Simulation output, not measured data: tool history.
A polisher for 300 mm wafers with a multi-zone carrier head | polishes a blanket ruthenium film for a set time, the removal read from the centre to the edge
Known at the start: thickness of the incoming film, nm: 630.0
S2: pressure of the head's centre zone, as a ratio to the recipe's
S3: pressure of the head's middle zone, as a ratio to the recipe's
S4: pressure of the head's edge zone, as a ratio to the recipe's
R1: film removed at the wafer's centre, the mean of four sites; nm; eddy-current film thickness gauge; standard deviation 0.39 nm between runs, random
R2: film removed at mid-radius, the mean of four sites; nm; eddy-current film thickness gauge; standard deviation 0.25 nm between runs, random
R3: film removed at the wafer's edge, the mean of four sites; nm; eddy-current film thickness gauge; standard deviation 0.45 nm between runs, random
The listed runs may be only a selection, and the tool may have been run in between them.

run 1 day=0 | flow_of_slurry_(ml/min)=305 S2=1 S3=1 S4=1 polishing_time_(s)=55 | R1=48.136 R2=48.296 R3=46.97
run 2 day=0.288 | flow_of_slurry_(ml/min)=305 S2=1 S3=1.08 S4=1 polishing_time_(s)=55 | R1=48.046 R2=50.406 R3=46.72
run 3 day=0.567 | flow_of_slurry_(ml/min)=300 S2=0.98 S3=1.05 S4=0.99 polishing_time_(s)=52 | R1=45 R2=46.049 R3=44.936
run 4 day=0.792 | flow_of_slurry_(ml/min)=310 S2=0.97 S3=1.08 S4=0.98 polishing_time_(s)=48 | R1=40.533 R2=44.631 R3=40.558
run 5 day=1.021 | flow_of_slurry_(ml/min)=315 S2=0.96 S3=1.05 S4=0.97 polishing_time_(s)=46 | R1=38.331 R2=41.463 R3=38.88
run 6 day=1.25 | flow_of_slurry_(ml/min)=315 S2=0.96 S3=1.01 S4=0.97 polishing_time_(s)=46 | R1=39.109 R2=40.369 R3=39.589
run 7 day=1.621 | flow_of_slurry_(ml/min)=320 S2=0.95 S3=1.01 S4=0.96 polishing_time_(s)=44 | R1=37.571 R2=38.434 R3=37.118
run 8 day=1.85 | flow_of_slurry_(ml/min)=320 S2=0.93 S3=1.01 S4=0.95 polishing_time_(s)=43 | R1=34.663 R2=37.039 R3=35.618

The next listed run, before its measurement:
-- day=1.888 slurry nozzle cleaned
run 9 day=1.888 | flow_of_slurry_(ml/min)=300 S2=0.88 S3=0.94 S4=0.85 polishing_time_(s)=42 | R1=? R2=? R3=?

{"run 9": {"R1": 33.112, "R2": 35.099, "R3": 33.61}}
